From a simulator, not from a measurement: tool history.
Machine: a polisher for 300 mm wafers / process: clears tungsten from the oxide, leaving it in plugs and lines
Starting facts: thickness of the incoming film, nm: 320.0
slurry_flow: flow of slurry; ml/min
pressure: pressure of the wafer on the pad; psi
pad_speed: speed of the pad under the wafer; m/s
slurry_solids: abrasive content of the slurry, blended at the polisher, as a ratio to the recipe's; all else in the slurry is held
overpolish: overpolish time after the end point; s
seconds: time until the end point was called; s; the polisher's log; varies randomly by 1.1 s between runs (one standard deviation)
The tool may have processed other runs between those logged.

| run | hour | slurry_flow | pressure | pad_speed | slurry_solids | overpolish | seconds |
|---|---|---|---|---|---|---|---|
| 1 | 0.0 | 140 | 3.6 | 1.36 | 1.0 | 17 | 66.964 |
| 2 | 1.5 | 135 | 3.0 | 1.36 | 1.0 | 17 | 81.199 |
| 3 | 5.5 | 150 | 3.0 | 1.36 | 1.0 | 17 | 80.432 |
| 4 | 8.4 | 150 | 3.4 | 1.36 | 1.0 | 17 | 71.628 |
| 5 | 13.8 | 150 | 3.4 | 1.36 | 0.9 | 17 | 73.578 |
| 6 | 15.2 | 150 | 3.4 | 1.36 | 0.9 | 13 | 72.721 |

Forecast run 7:
| 7 | 16.2 | 120 | 2.4 | 1.34 | 0.9 | 13 | ? |

Run 7 came out at seconds 109.240 s.
